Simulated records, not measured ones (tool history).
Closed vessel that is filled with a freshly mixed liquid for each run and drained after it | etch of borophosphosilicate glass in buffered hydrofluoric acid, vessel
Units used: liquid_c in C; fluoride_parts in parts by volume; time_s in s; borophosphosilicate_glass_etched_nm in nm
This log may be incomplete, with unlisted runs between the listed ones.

run  hour  liquid_c  fluoride_parts  time_s  borophosphosilicate_glass_etched_nm
  1     0        22              13      95                               119.59
  2   3.5      19.5              13      95                               105.07
  3  11.1        21              13      95                               111.68
  4  19.8      22.5              13      95                               120.76
  5  22.7      23.5              13      95                               128.25
  6  24.6      24.5              13      95                               135.48
  7  27.3        25              13      95                               139.87
  8  28.9      25.5              13      95                               142.19
  9  35.3      25.5              13      95                               144.39
 10  41.1        26              13      95                               146.85

What will run 11 give?
 11  48.6      26.5              13      95                                    ?

Run 11 gave borophosphosilicate_glass_etched_nm 147.79 nm.

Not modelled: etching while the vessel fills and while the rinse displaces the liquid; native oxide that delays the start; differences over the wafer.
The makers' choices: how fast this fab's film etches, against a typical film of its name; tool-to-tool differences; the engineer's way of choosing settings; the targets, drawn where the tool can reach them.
